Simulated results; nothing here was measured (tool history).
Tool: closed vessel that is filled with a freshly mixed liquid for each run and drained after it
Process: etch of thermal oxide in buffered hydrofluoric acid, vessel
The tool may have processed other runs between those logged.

run	day	temperature setpoint of the liquid (°C)	parts of 40 % ammonium fluoride to one part of 49 % hydrofluoric acid (parts by volume)	time in the liquid (s)	thickness taken off the thermal oxide on a monitor wafer (angstrom)
1	0.000	23.0	8.5	85	926.33
2	0.129	22.0	8.5	85	889.46
3	0.412	21.0	8.5	85	841.71
4	0.733	20.0	8.5	85	792.74
5	0.942	20.0	8.5	95	895.22
6	1.125	19.5	8.5	95	863.94
7	1.292	19.0	8.5	95	834.74
8	1.471	18.5	8.5	95	823.59

Forecast run 9:
9	1.612	18.0	8.5	95	?

Run 9 yielded thickness taken off the thermal oxide on a monitor wafer (angstrom) 792.65.
